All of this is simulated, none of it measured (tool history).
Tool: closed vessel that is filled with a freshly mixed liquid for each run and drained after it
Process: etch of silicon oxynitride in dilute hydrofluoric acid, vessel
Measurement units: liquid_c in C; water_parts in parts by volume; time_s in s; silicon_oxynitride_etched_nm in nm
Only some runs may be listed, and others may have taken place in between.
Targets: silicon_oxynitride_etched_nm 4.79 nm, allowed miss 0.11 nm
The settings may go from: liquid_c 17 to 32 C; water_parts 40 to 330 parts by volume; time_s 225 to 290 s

{"run": 1, "hour": 0.0, "liquid_c": 24, "water_parts": 185, "time_s": 290, "silicon_oxynitride_etched_nm": 2.299}
{"run": 2, "hour": 7.5, "liquid_c": 26, "water_parts": 170, "time_s": 290, "silicon_oxynitride_etched_nm": 2.7637}
{"run": 3, "hour": 15.9, "liquid_c": 27.5, "water_parts": 160, "time_s": 290, "silicon_oxynitride_etched_nm": 3.1687}
{"run": 4, "hour": 21.6, "liquid_c": 28.5, "water_parts": 150, "time_s": 290, "silicon_oxynitride_etched_nm": 3.5639}
{"run": 5, "hour": 31.0, "liquid_c": 29.5, "water_parts": 145, "time_s": 290, "silicon_oxynitride_etched_nm": 3.8743}
{"run": 6, "hour": 38.2, "liquid_c": 30, "water_parts": 140, "time_s": 290, "silicon_oxynitride_etched_nm": 4.1072}
{"run": 7, "hour": 47.1, "liquid_c": 30.5, "water_parts": 140, "time_s": 290, "silicon_oxynitride_etched_nm": 4.219}
{"run": 8, "hour": 52.7, "liquid_c": 31, "water_parts": 140, "time_s": 290, "silicon_oxynitride_etched_nm": 4.2865}
{"run": 9, "hour": 59.1, "liquid_c": 31, "water_parts": 135, "time_s": 290, "silicon_oxynitride_etched_nm": 4.5225}
{"run": 10, "hour": 66.7, "liquid_c": 31.5, "water_parts": 135, "time_s": 290, "silicon_oxynitride_etched_nm": 4.555}

Exercise: of the 5 proposed moves below, exactly one satisfies all targets within the stated allowed misses. Which move is it?
{"run": "A", "hour": 74.3, "liquid_c": 31, "water_parts": 95, "time_s": 225, "silicon_oxynitride_etched_nm": "?"}
{"run": "B", "hour": 74.3, "liquid_c": 31.5, "water_parts": 130, "time_s": 290, "silicon_oxynitride_etched_nm": "?"}
{"run": "C", "hour": 74.3, "liquid_c": 30, "water_parts": 130, "time_s": 290, "silicon_oxynitride_etched_nm": "?"}
{"run": "D", "hour": 74.3, "liquid_c": 30.5, "water_parts": 120, "time_s": 290, "silicon_oxynitride_etched_nm": "?"}
{"run": "E", "hour": 74.3, "liquid_c": 32, "water_parts": 125, "time_s": 290, "silicon_oxynitride_etched_nm": "?"}

move=A silicon_oxynitride_etched_nm=5.1527
move=B silicon_oxynitride_etched_nm=4.7829
move=C silicon_oxynitride_etched_nm=4.4803
move=D silicon_oxynitride_etched_nm=5.0112
move=E silicon_oxynitride_etched_nm=5.1095
A: pushes the last run's worst result past its target
B: meets every target
C: moves away from the targets compared with the last run
D: pushes the last run's worst result past its target
E: pushes the last run's worst result past its target
The move that meets every target is B.
